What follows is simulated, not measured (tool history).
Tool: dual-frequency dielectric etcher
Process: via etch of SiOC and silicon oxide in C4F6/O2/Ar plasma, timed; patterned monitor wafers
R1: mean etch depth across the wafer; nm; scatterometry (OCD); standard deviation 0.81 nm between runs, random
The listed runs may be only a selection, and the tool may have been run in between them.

{"run": 1, "day": 0.0, "source power (W)": 480, "bias power (W)": 145, "etch time (s)": 108.0, "R1": 133.69}
{"run": 2, "day": 0.112, "source power (W)": 510, "bias power (W)": 147, "etch time (s)": 108.0, "R1": 136.72}
{"run": 3, "day": 0.262, "source power (W)": 540, "bias power (W)": 149, "etch time (s)": 108.0, "R1": 142.53}
{"run": 4, "day": 0.346, "source power (W)": 490, "bias power (W)": 149, "etch time (s)": 108.0, "R1": 137.31}
{"run": 5, "day": 0.433, "source power (W)": 490, "bias power (W)": 126, "etch time (s)": 108.0, "R1": 125.61}
{"run": 6, "day": 0.654, "source power (W)": 540, "bias power (W)": 129, "etch time (s)": 108.0, "R1": 132.23}
{"run": 7, "day": 0.804, "source power (W)": 570, "bias power (W)": 131, "etch time (s)": 108.0, "R1": 135.59}

Expected results for the next run?
{"run": 8, "day": 0.85, "source power (W)": 590, "bias power (W)": 133, "etch time (s)": 108.0, "R1": "?"}

R1: 140.88 nm
